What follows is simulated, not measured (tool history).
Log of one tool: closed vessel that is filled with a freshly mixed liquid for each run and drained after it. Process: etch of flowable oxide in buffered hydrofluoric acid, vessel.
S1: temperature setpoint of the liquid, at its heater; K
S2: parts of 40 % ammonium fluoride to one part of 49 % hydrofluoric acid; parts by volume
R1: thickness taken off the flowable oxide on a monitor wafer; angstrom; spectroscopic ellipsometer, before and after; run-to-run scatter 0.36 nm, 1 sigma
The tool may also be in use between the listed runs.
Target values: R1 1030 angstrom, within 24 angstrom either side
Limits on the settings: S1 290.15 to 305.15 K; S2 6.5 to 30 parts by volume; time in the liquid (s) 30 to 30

{"run": 1, "hour": 0.0, "S1": 298.15, "S2": 19.5, "time in the liquid (s)": 30, "R1": 812.71}
{"run": 2, "hour": 7.5, "S1": 298.15, "S2": 19.5, "time in the liquid (s)": 30, "R1": 808.39}
{"run": 3, "hour": 15.9, "S1": 298.15, "S2": 19.5, "time in the liquid (s)": 30, "R1": 807.77}
{"run": 4, "hour": 19.8, "S1": 299.15, "S2": 19.5, "time in the liquid (s)": 30, "R1": 847.83}
{"run": 5, "hour": 23.5, "S1": 300.15, "S2": 19.5, "time in the liquid (s)": 30, "R1": 899.71}
{"run": 6, "hour": 31.5, "S1": 300.15, "S2": 22, "time in the liquid (s)": 30, "R1": 827.61}
{"run": 7, "hour": 36.9, "S1": 301.15, "S2": 22, "time in the liquid (s)": 30, "R1": 871.94}
{"run": 8, "hour": 41.1, "S1": 301.65, "S2": 22, "time in the liquid (s)": 30, "R1": 895.99}
{"run": 9, "hour": 45.3, "S1": 302.15, "S2": 22, "time in the liquid (s)": 30, "R1": 918.48}
{"run": 10, "hour": 47.6, "S1": 302.65, "S2": 22, "time in the liquid (s)": 30, "R1": 939.86}

Below are 5 possible settings for the next run. Only one of them brings all results inside the allowed miss of their targets. Which is it?
{"run": "A", "hour": 49.9, "S1": 303.65, "S2": 21, "time in the liquid (s)": 30, "R1": "?"}
{"run": "B", "hour": 49.9, "S1": 298.15, "S2": 14.5, "time in the liquid (s)": 30, "R1": "?"}
{"run": "C", "hour": 49.9, "S1": 303.65, "S2": 23, "time in the liquid (s)": 30, "R1": "?"}
{"run": "D", "hour": 49.9, "S1": 302.65, "S2": 21, "time in the liquid (s)": 30, "R1": "?"}
{"run": "E", "hour": 49.9, "S1": 302.15, "S2": 20.5, "time in the liquid (s)": 30, "R1": "?"}

move=A R1=1019.9
move=B R1=1078.3
move=C R1=958.5
move=D R1=967.47
move=E R1=957.82
A: hits every target within its allowed miss
B: moves the result that the last run missed by most past its target, out the other side
C: gains on the last run, yet a result remains outside its allowed miss
D: gains on the last run, yet a result remains outside its allowed miss
E: gains on the last run, yet a result remains outside its allowed miss
Correct choice: A, which meets every target
